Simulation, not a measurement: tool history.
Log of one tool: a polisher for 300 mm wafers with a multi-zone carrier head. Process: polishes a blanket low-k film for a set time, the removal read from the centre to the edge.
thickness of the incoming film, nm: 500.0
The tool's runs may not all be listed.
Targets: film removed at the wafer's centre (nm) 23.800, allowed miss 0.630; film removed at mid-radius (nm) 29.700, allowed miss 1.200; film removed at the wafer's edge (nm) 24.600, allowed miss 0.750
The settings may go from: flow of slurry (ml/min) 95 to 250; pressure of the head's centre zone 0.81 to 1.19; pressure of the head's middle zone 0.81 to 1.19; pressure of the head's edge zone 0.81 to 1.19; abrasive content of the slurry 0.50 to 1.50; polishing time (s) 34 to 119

run  hour  flow of slurry (ml/min)  pressure of the head's centre zone  pressure of the head's middle zone  pressure of the head's edge zone  abrasive content of the slurry  polishing time (s)  film removed at the wafer's centre (nm)  film removed at mid-radius (nm)  film removed at the wafer's edge (nm)
  1   0.0                      160                                1.00                                1.00                              1.00                            1.00                  76                                   37.415                           36.420                                 36.032
  2   1.9                      160                                1.03                                1.00                              1.00                            1.00                  76                                   38.003                           36.211                                 36.102
  3   5.8                      155                                1.01                                1.01                              0.98                            0.95                  76                                   35.601                           35.306                                 34.524
  4  12.4                      155                                1.01                                0.93                              0.98                            0.95                  76                                   35.224                           32.656                                 34.046
  5  20.8                      155                                1.01                                0.93                              0.98                            1.15                  76                                   39.729                           36.931                                 38.264
  6  24.1                      155                                1.00                                0.95                              0.96                            1.10                  76                                   38.425                           37.247                                 37.506
  7  32.2                      155                                0.99                                0.97                              0.95                            1.05                  75                                   36.676                           34.951                                 36.450
  8  35.0                      150                                0.99                                0.99                              0.98                            1.00                  74                                   34.909                           33.964                                 34.175
  9  37.9                      145                                0.98                                1.01                              0.96                            0.95                  74                                   33.305                           34.156                                 32.875
 10  44.8                      145                                0.98                                1.01                              0.96                            0.95                  74                                   33.377                           34.477                                 32.198
 11  53.4                      140                                0.96                                1.01                              0.95                            0.95                  74                                   31.931                           33.587                                 32.255
 12  57.0                      135                                0.96                                1.02                              0.94                            0.90                  74                                   30.712                           32.318                                 30.400
 13  60.5                      130                                0.95                                1.03                              0.93                            0.90                  74                                   30.100                           32.036                                 30.700
 14  62.5                      175                                0.88                                1.13                              0.85                            0.65                  68                                   20.403                           24.727                                 20.859
 15  65.8                      175                                0.88                                1.14                              0.86                            0.65                  68                                   20.146                           24.772                                 21.038
 16  69.0                      175                                0.88                                1.15                              0.87                            0.65                  68                                   20.398                           25.673                                 20.915
 17  75.2                      175                                0.89                                1.15                              0.89                            0.65                  68                                   20.186                           24.953                                 21.100
 18  82.1                      170                                0.91                                1.17                              0.91                            0.80                  68                                   25.780                           31.611                                 26.530
 19  85.5                      170                                0.87                                1.14                              0.83                            0.80                  68                                   24.835                           30.956                                 25.379

Which of these 4 next moves meets every target?
  A  88.9                      185                                0.92                                1.11                              0.82                            0.90                  58                                        ?                                ?                                      ?
  B  88.9                      195                                0.85                                1.11                              0.83                            1.00                  55                                        ?                                ?                                      ?
  C  88.9                      175                                0.81                                1.19                              0.81                            0.80                  69                                        ?                                ?                                      ?
  D  88.9                      185                                0.91                                1.08                              0.81                            0.75                  73                                        ?                                ?                                      ?

move  film removed at the wafer's centre (nm)  film removed at mid-radius (nm)  film removed at the wafer's edge (nm)
   A                                   24.865                           28.513                                 23.670
   B                                   23.806                           29.372                                 24.450
   C                                   23.636                           32.442                                 25.252
   D                                   26.529                           30.029                                 25.393
A: as far off as the last run
B: meets every target
C: brings the result that was furthest off to its target, and leaves another outside
D: further off than the last run
The right move is B.
